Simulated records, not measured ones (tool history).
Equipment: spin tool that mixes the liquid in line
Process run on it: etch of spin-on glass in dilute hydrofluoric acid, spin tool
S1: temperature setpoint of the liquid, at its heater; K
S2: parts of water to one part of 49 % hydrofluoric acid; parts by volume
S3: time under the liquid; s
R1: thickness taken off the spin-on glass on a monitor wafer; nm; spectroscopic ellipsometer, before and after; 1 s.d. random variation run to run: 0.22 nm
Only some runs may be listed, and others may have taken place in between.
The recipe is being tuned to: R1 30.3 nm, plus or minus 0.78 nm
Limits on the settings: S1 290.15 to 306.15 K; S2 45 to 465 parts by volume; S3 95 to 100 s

run,hour,S1,S2,S3,R1
1,0,298.15,255,95,13.909
2,3.6,298.15,195,95,19.074
3,4.9,299.65,195,95,20.039
4,8.6,297.65,195,95,18.847
5,14.5,297.65,195,100,19.701
6,19.8,297.65,195,100,19.79
7,28.3,299.15,190,100,21.586
8,31.5,300.15,185,100,23.22
9,39.3,301.15,185,100,24.347
10,40.3,302.15,185,100,24.676
11,48.4,302.65,180,100,26.288
12,55.6,303.15,180,100,26.84

Which one of the following 5 next-run settings gets every result inside its allowed miss? There is exactly one.
A,62.8,305.65,165,100,?
B,62.8,300.65,190,100,?
C,62.8,303.15,145,95,?
D,62.8,303.65,155,100,?
E,62.8,306.15,170,95,?

move,R1
A,32.275
B,22.777
C,32.806
D,32.459
E,30.071
A: the result that was furthest off in the last run now lies on the other side of its target
B: lands further from the targets than the last run did
C: the result that was furthest off in the last run now lies on the other side of its target
D: the result that was furthest off in the last run now lies on the other side of its target
E: each result inside its tolerance
E meets every target.

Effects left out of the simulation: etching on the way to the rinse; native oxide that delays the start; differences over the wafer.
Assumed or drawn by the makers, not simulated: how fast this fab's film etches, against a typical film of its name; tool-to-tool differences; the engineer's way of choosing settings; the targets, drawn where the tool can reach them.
